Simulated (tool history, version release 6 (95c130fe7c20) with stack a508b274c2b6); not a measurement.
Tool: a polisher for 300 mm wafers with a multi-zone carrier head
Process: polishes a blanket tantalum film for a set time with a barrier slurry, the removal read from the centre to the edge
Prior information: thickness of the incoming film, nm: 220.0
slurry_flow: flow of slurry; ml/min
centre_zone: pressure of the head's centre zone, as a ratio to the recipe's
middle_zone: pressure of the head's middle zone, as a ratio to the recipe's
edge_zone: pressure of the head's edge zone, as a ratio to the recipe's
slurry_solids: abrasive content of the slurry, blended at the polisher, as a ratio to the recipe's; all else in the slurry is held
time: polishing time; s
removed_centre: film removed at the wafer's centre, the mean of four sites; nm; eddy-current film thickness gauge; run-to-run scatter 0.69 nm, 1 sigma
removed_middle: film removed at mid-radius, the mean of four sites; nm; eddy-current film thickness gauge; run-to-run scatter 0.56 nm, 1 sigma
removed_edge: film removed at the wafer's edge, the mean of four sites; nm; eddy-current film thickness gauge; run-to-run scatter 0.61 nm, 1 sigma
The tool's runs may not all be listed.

{"run": 1, "hour": 0.0, "slurry_flow": 250, "centre_zone": 1.0, "middle_zone": 1.0, "edge_zone": 1.0, "slurry_solids": 1.0, "time": 54, "removed_centre": 83.928, "removed_middle": 83.998, "removed_edge": 90.838}
{"run": 2, "hour": 6.0, "slurry_flow": 250, "centre_zone": 1.0, "middle_zone": 1.0, "edge_zone": 1.0, "slurry_solids": 1.15, "time": 54, "removed_centre": 87.144, "removed_middle": 88.455, "removed_edge": 94.498}
{"run": 3, "hour": 14.3, "slurry_flow": 250, "centre_zone": 1.0, "middle_zone": 1.0, "edge_zone": 1.0, "slurry_solids": 1.15, "time": 59, "removed_centre": 96.212, "removed_middle": 95.267, "removed_edge": 100.03}
{"run": 4, "hour": 15.7, "slurry_flow": 250, "centre_zone": 1.0, "middle_zone": 1.0, "edge_zone": 1.05, "slurry_solids": 1.15, "time": 59, "removed_centre": 92.903, "removed_middle": 96.605, "removed_edge": 103.43}
{"run": 5, "hour": 20.1, "slurry_flow": 245, "centre_zone": 1.0, "middle_zone": 1.02, "edge_zone": 0.99, "slurry_solids": 0.95, "time": 52, "removed_centre": 79.811, "removed_middle": 83.643, "removed_edge": 86.615}
{"run": 6, "hour": 22.6, "slurry_flow": 245, "centre_zone": 1.0, "middle_zone": 1.02, "edge_zone": 0.99, "slurry_solids": 1.05, "time": 52, "removed_centre": 83.89, "removed_middle": 84.514, "removed_edge": 88.179}
{"run": 7, "hour": 27.9, "slurry_flow": 240, "centre_zone": 1.0, "middle_zone": 1.01, "edge_zone": 0.95, "slurry_solids": 0.9, "time": 47, "removed_centre": 71.388, "removed_middle": 72.505, "removed_edge": 76.4}
{"run": 8, "hour": 31.0, "slurry_flow": 240, "centre_zone": 1.02, "middle_zone": 1.01, "edge_zone": 0.91, "slurry_solids": 0.8, "time": 44, "removed_centre": 66.461, "removed_middle": 66.547, "removed_edge": 66.436}
{"run": 9, "hour": 38.7, "slurry_flow": 235, "centre_zone": 1.01, "middle_zone": 0.98, "edge_zone": 0.89, "slurry_solids": 0.7, "time": 44, "removed_centre": 63.363, "removed_middle": 62.352, "removed_edge": 65.191}

Predict the results of run 10:
{"run": 10, "hour": 40.2, "slurry_flow": 235, "centre_zone": 1.01, "middle_zone": 0.97, "edge_zone": 0.87, "slurry_solids": 0.65, "time": 43, "removed_centre": "?", "removed_middle": "?", "removed_edge": "?"}

Run 10 came out at removed_centre 61.327 nm, removed_middle 60.363 nm, removed_edge 61.214 nm.
